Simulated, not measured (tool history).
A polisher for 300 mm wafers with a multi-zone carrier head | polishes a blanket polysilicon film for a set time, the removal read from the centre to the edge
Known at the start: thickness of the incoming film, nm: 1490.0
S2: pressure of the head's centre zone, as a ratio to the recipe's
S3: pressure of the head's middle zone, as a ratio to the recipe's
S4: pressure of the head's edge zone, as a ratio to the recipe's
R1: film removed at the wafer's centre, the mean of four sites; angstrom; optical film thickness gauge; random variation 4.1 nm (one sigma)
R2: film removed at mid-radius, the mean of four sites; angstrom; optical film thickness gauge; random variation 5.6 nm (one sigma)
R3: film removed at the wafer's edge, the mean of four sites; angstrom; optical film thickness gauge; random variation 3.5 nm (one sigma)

{"run": 1, "hour": 0.0, "flow of slurry (ml/min)": 160, "S2": 1.0, "S3": 1.0, "S4": 1.0, "polishing time (s)": 56, "R1": 5252.1, "R2": 5469.3, "R3": 5460.5}
{"run": 2, "hour": 5.7, "flow of slurry (ml/min)": 155, "S2": 0.99, "S3": 1.0, "S4": 0.97, "polishing time (s)": 52, "R1": 4797.0, "R2": 4916.7, "R3": 5022.3}
{"run": 3, "hour": 9.7, "flow of slurry (ml/min)": 115, "S2": 0.99, "S3": 1.0, "S4": 0.97, "polishing time (s)": 52, "R1": 4490.8, "R2": 4667.6, "R3": 4780.0}
{"run": 4, "hour": 18.2, "flow of slurry (ml/min)": 95, "S2": 0.99, "S3": 1.0, "S4": 0.97, "polishing time (s)": 52, "R1": 4302.2, "R2": 4550.6, "R3": 4656.7}
{"run": 5, "hour": 22.5, "flow of slurry (ml/min)": 95, "S2": 0.99, "S3": 1.0, "S4": 1.03, "polishing time (s)": 52, "R1": 4303.1, "R2": 4513.0, "R3": 4762.0}
{"run": 6, "hour": 25.9, "flow of slurry (ml/min)": 115, "S2": 0.99, "S3": 1.0, "S4": 1.03, "polishing time (s)": 52, "R1": 4475.9, "R2": 4618.7, "R3": 4943.2}

Forecast run 7:
{"run": 7, "hour": 30.9, "flow of slurry (ml/min)": 115, "S2": 0.99, "S3": 1.01, "S4": 1.0, "polishing time (s)": 49, "R1": "?", "R2": "?", "R3": "?"}

{"run 7": {"R1": 4216.3, "R2": 4418.5, "R3": 4584.6}}

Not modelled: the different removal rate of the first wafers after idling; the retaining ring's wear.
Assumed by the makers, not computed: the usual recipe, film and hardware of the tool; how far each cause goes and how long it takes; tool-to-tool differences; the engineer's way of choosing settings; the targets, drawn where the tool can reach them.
